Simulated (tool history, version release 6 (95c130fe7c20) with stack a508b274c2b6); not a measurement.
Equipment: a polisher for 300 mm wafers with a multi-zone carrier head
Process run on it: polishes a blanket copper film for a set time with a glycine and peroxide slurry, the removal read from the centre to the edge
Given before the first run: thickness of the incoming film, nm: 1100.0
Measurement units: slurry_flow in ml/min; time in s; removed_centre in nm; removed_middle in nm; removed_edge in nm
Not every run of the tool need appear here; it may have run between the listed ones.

run	hour	slurry_flow	centre_zone	middle_zone	edge_zone	time	removed_centre	removed_middle	removed_edge
1	0.0	315	1.00	1.00	1.00	71	477.30	480.47	468.00
2	6.0	310	0.99	0.98	1.01	68	453.02	443.97	448.75
3	8.4	310	0.99	0.98	1.01	84	550.42	556.95	563.95
4	13.2	305	0.98	0.96	1.01	80	518.88	513.66	537.90
5	13.7	305	0.94	0.96	1.01	80	507.97	508.22	529.72
6	15.2	365	0.94	0.96	1.01	80	503.79	516.27	543.17
7	20.4	360	0.93	0.94	1.01	77	481.41	489.22	521.10
8	28.9	350	0.92	0.93	1.01	74	456.80	465.05	502.20
9	35.9	305	0.93	0.83	0.99	54	332.98	309.76	357.28
10	37.0	300	0.93	0.83	1.00	54	332.37	309.04	360.73
11	42.9	295	0.93	0.83	1.00	54	334.95	312.24	362.29
12	47.9	295	0.93	0.83	1.01	53	324.84	303.47	352.81
13	53.5	290	0.93	0.83	1.02	53	330.46	302.34	353.53
14	59.8	285	0.93	0.83	1.02	53	327.65	306.44	351.33
15	68.5	295	0.93	0.83	1.02	53	321.32	303.84	357.71
16	74.5	290	0.93	0.83	1.02	53	325.84	299.57	349.12
17	77.9	290	0.93	0.83	1.03	53	328.39	301.16	353.75

Run 18 has not been measured yet. What should we expect?
18	81.8	285	0.93	0.83	1.03	53	?	?	?

Run 18 produced removed_centre 324.95 nm, removed_middle 299.69 nm, removed_edge 355.49 nm.
